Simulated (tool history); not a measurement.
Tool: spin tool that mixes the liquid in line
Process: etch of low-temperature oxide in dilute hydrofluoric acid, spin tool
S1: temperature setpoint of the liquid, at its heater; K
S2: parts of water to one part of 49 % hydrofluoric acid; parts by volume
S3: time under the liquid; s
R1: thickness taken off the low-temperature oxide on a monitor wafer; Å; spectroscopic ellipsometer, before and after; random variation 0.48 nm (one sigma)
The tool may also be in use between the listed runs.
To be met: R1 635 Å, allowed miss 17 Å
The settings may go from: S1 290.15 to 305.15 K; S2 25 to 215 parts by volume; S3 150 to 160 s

| run | hour | S1 | S2 | S3 | R1 |
|---|---|---|---|---|---|
| 1 | 0 | 297.15 | 120 | 150 | 415.81 |
| 2 | 5 | 300.65 | 120 | 150 | 480.16 |
| 3 | 12.9 | 299.15 | 120 | 150 | 453.04 |
| 4 | 17.3 | 299.15 | 120 | 150 | 456.42 |
| 5 | 24.6 | 300.65 | 120 | 150 | 485.07 |
| 6 | 28.5 | 301.65 | 120 | 150 | 503.3 |
| 7 | 33.7 | 301.65 | 120 | 150 | 498.07 |
| 8 | 36.5 | 302.65 | 115 | 150 | 545 |
|  | 38.1 | thermometer replaced |
| 9 | 38.1 | 303.15 | 115 | 150 | 590.73 |
| 10 | 42.9 | 303.65 | 115 | 150 | 596.47 |
| 11 | 47.2 | 304.15 | 115 | 150 | 602.71 |
| 12 | 54.1 | 304.65 | 115 | 150 | 613.29 |

4 next moves are on the table. One of them brings every result within its allowed miss. Which?
| A | 61 | 305.15 | 120 | 160 | ? |
| B | 61 | 303.15 | 120 | 160 | ? |
| C | 61 | 305.15 | 125 | 150 | ? |
| D | 61 | 300.15 | 105 | 150 | ? |

| move | R1 |
|---|---|
| A | 632.98 |
| B | 588.42 |
| C | 565.63 |
| D | 574.58 |
A: meets every target
B: further off than the last run
C: further off than the last run
D: further off than the last run
Answer: A
